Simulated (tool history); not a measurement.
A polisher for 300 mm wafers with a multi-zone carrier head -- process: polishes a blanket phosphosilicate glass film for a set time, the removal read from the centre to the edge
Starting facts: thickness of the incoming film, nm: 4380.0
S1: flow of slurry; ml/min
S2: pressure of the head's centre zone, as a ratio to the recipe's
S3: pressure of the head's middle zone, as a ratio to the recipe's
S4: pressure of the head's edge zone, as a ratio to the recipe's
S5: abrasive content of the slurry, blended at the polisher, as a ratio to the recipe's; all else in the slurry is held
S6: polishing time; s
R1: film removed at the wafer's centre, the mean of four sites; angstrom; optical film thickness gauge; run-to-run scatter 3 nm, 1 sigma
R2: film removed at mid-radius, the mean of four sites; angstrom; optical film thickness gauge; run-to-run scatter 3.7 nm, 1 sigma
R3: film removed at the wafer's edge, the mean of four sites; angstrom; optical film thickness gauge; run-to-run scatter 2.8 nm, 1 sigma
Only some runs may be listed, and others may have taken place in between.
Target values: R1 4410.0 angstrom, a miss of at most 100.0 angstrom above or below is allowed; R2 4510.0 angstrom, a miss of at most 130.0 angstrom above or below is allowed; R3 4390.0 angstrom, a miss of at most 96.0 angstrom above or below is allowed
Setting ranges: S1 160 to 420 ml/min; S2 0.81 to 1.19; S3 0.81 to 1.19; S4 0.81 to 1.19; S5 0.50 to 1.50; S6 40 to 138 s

{"run": 1, "hour": 0.0, "S1": 270, "S2": 1.0, "S3": 1.0, "S4": 1.0, "S5": 1.0, "S6": 88, "R1": 5823.8, "R2": 5931.7, "R3": 5752.2}
{"run": 2, "hour": 1.0, "S1": 330, "S2": 1.0, "S3": 1.0, "S4": 1.0, "S5": 1.0, "S6": 88, "R1": 6010.2, "R2": 6037.6, "R3": 5783.9}
{"run": 3, "hour": 1.7, "S1": 340, "S2": 0.97, "S3": 0.97, "S4": 0.96, "S5": 0.9, "S6": 88, "R1": 5500.2, "R2": 5684.2, "R3": 5431.3}
{"run": 4, "hour": 2.6, "S1": 340, "S2": 0.96, "S3": 0.94, "S4": 0.93, "S5": 0.8, "S6": 88, "R1": 5129.6, "R2": 5194.8, "R3": 5032.0}
{"run": 5, "hour": 3.4, "S1": 325, "S2": 0.95, "S3": 0.92, "S4": 0.9, "S5": 0.8, "S6": 88, "R1": 5100.1, "R2": 5080.1, "R3": 5019.2}
{"run": 6, "hour": 10.2, "S1": 325, "S2": 0.95, "S3": 0.92, "S4": 0.97, "S5": 0.8, "S6": 88, "R1": 5090.9, "R2": 5042.9, "R3": 5112.5}
{"run": 7, "hour": 10.8, "S1": 330, "S2": 0.94, "S3": 0.91, "S4": 0.94, "S5": 0.75, "S6": 88, "R1": 4905.3, "R2": 4889.5, "R3": 4934.5}
{"run": 8, "hour": 19.7, "S1": 325, "S2": 0.93, "S3": 0.91, "S4": 0.91, "S5": 0.7, "S6": 88, "R1": 4612.4, "R2": 4665.4, "R3": 4617.1}
{"run": 9, "hour": 27.3, "S1": 310, "S2": 0.93, "S3": 0.91, "S4": 0.9, "S5": 0.7, "S6": 88, "R1": 4602.6, "R2": 4710.7, "R3": 4650.7}
{"run": 10, "hour": 33.8, "S1": 310, "S2": 0.93, "S3": 0.91, "S4": 0.9, "S5": 0.7, "S6": 88, "R1": 4594.1, "R2": 4677.4, "R3": 4641.9}
{"run": 11, "hour": 40.5, "S1": 300, "S2": 0.93, "S3": 0.91, "S4": 0.88, "S5": 0.7, "S6": 88, "R1": 4662.6, "R2": 4599.9, "R3": 4593.5}
{"run": 12, "hour": 42.2, "S1": 290, "S2": 0.92, "S3": 0.92, "S4": 0.87, "S5": 0.7, "S6": 88, "R1": 4559.3, "R2": 4689.5, "R3": 4540.1}
{"run": 13, "hour": 50.0, "S1": 280, "S2": 0.92, "S3": 0.92, "S4": 0.86, "S5": 0.7, "S6": 88, "R1": 4633.4, "R2": 4701.7, "R3": 4616.0}
{"run": 14, "hour": 53.8, "S1": 285, "S2": 0.92, "S3": 0.92, "S4": 0.85, "S5": 0.7, "S6": 88, "R1": 4523.4, "R2": 4661.3, "R3": 4472.6}
{"run": 15, "hour": 62.5, "S1": 280, "S2": 0.92, "S3": 0.92, "S4": 0.85, "S5": 0.7, "S6": 88, "R1": 4514.3, "R2": 4657.6, "R3": 4505.0}
{"run": 16, "hour": 70.0, "S1": 275, "S2": 0.92, "S3": 0.92, "S4": 0.84, "S5": 0.7, "S6": 88, "R1": 4581.2, "R2": 4610.7, "R3": 4491.4}
{"run": 17, "hour": 76.0, "S1": 270, "S2": 0.91, "S3": 0.92, "S4": 0.83, "S5": 0.7, "S6": 88, "R1": 4514.2, "R2": 4623.7, "R3": 4494.0}
{"run": 18, "hour": 83.9, "S1": 265, "S2": 0.91, "S3": 0.92, "S4": 0.82, "S5": 0.7, "S6": 88, "R1": 4544.2, "R2": 4650.3, "R3": 4474.0}
{"run": 19, "hour": 84.9, "S1": 260, "S2": 0.91, "S3": 0.92, "S4": 0.82, "S5": 0.7, "S6": 88, "R1": 4541.6, "R2": 4661.8, "R3": 4412.5}

4 next moves are on the table. One of them brings every result within its allowed miss. Which?
{"run": "A", "hour": 85.9, "S1": 325, "S2": 0.93, "S3": 0.93, "S4": 0.88, "S5": 0.8, "S6": 78, "R1": "?", "R2": "?", "R3": "?"}
{"run": "B", "hour": 85.9, "S1": 230, "S2": 0.88, "S3": 1.03, "S4": 0.81, "S5": 0.75, "S6": 81, "R1": "?", "R2": "?", "R3": "?"}
{"run": "C", "hour": 85.9, "S1": 300, "S2": 0.92, "S3": 0.99, "S4": 0.85, "S5": 0.8, "S6": 74, "R1": "?", "R2": "?", "R3": "?"}
{"run": "D", "hour": 85.9, "S1": 275, "S2": 0.9, "S3": 0.95, "S4": 0.81, "S5": 0.65, "S6": 93, "R1": "?", "R2": "?", "R3": "?"}

move=A R1=4426.5 R2=4583.6 R3=4386.8
move=B R1=4096.3 R2=4898.9 R3=4193.0
move=C R1=4130.6 R2=4558.1 R3=4088.7
move=D R1=4521.3 R2=4932.8 R3=4510.6
A: each result inside its tolerance
B: takes the biggest miss from the last run beyond its target
C: takes the biggest miss from the last run beyond its target
D: the biggest miss grows against the last run
Go with A: it meets all targets.
